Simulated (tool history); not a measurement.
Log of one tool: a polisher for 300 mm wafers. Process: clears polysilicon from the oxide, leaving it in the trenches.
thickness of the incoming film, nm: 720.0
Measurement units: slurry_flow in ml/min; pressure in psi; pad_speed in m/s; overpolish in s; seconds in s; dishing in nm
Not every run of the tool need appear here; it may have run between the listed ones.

Run 1, hour 0: slurry_flow 250 ml/min, pressure 2.1 psi, pad_speed 1.18 m/s, overpolish 14 s. Result: seconds 52.61 s, dishing 51.944 nm.
Run 2, hour 5.2: slurry_flow 250 ml/min, pressure 2.1 psi, pad_speed 1.18 m/s, overpolish 20 s. Result: seconds 52.84 s, dishing 55.819 nm.
Run 3, hour 11.4: slurry_flow 250 ml/min, pressure 2.1 psi, pad_speed 1.18 m/s, overpolish 18 s. Result: seconds 52.611 s, dishing 55.965 nm.
Run 4, hour 19.3: slurry_flow 250 ml/min, pressure 2.1 psi, pad_speed 1.18 m/s, overpolish 16 s. Result: seconds 54.078 s, dishing 52.944 nm.
At hour 24.7: slurry nozzle cleaned.
Run 5, hour 24.7: slurry_flow 250 ml/min, pressure 2.1 psi, pad_speed 1.18 m/s, overpolish 11 s. Result: seconds 50.701 s, dishing 51.215 nm.
Run 6, hour 30.2: slurry_flow 200 ml/min, pressure 2.1 psi, pad_speed 1.18 m/s, overpolish 11 s. Result: seconds 52.608 s, dishing 51.989 nm.
Run 7, hour 37.9: slurry_flow 220 ml/min, pressure 2.1 psi, pad_speed 1.18 m/s, overpolish 10 s. Result: seconds 52.289 s, dishing 49.341 nm.
Run 8, hour 39.3: slurry_flow 240 ml/min, pressure 2.1 psi, pad_speed 1.18 m/s, overpolish 9 s. Result: seconds 51.726 s, dishing 48.687 nm.
Run 9, hour 43.5: slurry_flow 255 ml/min, pressure 2.1 psi, pad_speed 1.18 m/s, overpolish 8 s. Result: seconds 52.414 s, dishing 47.207 nm.
Run 10, hour 44.7: slurry_flow 265 ml/min, pressure 2.1 psi, pad_speed 1.18 m/s, overpolish 8 s. Result: seconds 50.525 s, dishing 47.63 nm.
Run 11, hour 53.3: slurry_flow 230 ml/min, pressure 2.6 psi, pad_speed 1.2 m/s, overpolish 4 s. Result: seconds 40.904 s, dishing 38.709 nm.

The next listed run, before its measurement:
Run 12, hour 56.3: slurry_flow 225 ml/min, pressure 2.5 psi, pad_speed 1.22 m/s, overpolish 6 s. Result: seconds ?, dishing ?.

For run 12 the tool returned seconds 43.148 s, dishing 45.917 nm.
